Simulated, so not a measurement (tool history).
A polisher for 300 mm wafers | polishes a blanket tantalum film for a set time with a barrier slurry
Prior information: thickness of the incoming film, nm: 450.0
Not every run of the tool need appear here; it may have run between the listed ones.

| run | hour | flow of slurry (ml/min) | pressure of the wafer on the pad (psi) | speed of the pad under the wafer (cm/s) | abrasive content of the slurry | polishing time (s) | film removed (Å) |
|---|---|---|---|---|---|---|---|
| 1 | 0 | 310 | 1.5 | 78 | 1 | 33 | 283.33 |
| 2 | 6.9 | 265 | 1.5 | 78 | 1 | 33 | 265.25 |
| 3 | 14.6 | 290 | 1.6 | 78 | 1 | 33 | 301.85 |
| 4 | 22.5 | 290 | 1.6 | 90 | 1 | 33 | 340.2 |
| 5 | 24.7 | 310 | 1.6 | 90 | 1 | 33 | 345.81 |
| 6 | 29.1 | 270 | 1.6 | 90 | 1 | 33 | 343.71 |

The next listed run, before its measurement:
| 7 | 30.1 | 270 | 1.7 | 90 | 1 | 33 | ? |

film removed (Å): 355.36
